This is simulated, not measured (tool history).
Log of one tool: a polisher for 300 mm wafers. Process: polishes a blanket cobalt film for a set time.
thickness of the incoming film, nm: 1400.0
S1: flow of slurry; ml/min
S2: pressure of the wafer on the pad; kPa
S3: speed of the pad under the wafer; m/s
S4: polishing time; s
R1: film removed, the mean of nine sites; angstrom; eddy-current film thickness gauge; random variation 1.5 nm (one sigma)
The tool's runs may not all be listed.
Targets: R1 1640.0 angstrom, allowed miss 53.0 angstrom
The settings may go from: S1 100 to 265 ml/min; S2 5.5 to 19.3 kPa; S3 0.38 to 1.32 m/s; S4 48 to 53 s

| run | hour | S1 | S2 | S3 | S4 | R1 |
|---|---|---|---|---|---|---|
| 1 | 0.0 | 170 | 12.4 | 0.84 | 53 | 1938.0 |
| 2 | 6.4 | 170 | 14.5 | 0.84 | 53 | 2152.6 |
| 3 | 13.4 | 165 | 13.8 | 0.84 | 53 | 2059.7 |
| 4 | 19.7 | 160 | 13.1 | 0.84 | 53 | 1975.8 |
| 5 | 22.8 | 160 | 13.1 | 0.84 | 53 | 1970.2 |
| 6 | 25.9 | 155 | 12.4 | 0.84 | 53 | 1894.1 |
| 7 | 33.8 | 155 | 11.7 | 0.84 | 53 | 1848.5 |
| 8 | 35.0 | 155 | 11.0 | 0.84 | 53 | 1770.4 |

Which of these 4 next moves meets every target?
| A | 36.2 | 140 | 15.2 | 0.66 | 51 | ? |
| B | 36.2 | 200 | 12.4 | 0.78 | 53 | ? |
| C | 36.2 | 170 | 6.9 | 1.12 | 52 | ? |
| D | 36.2 | 155 | 11.7 | 0.76 | 48 | ? |

| move | R1 |
|---|---|
| A | 1622.5 |
| B | 1827.2 |
| C | 1754.8 |
| D | 1495.4 |
A: meets every target
B: further off than the last run
C: nearer than the last run, and not there yet
D: takes the result that was furthest off past its target
Move A is the one to make.
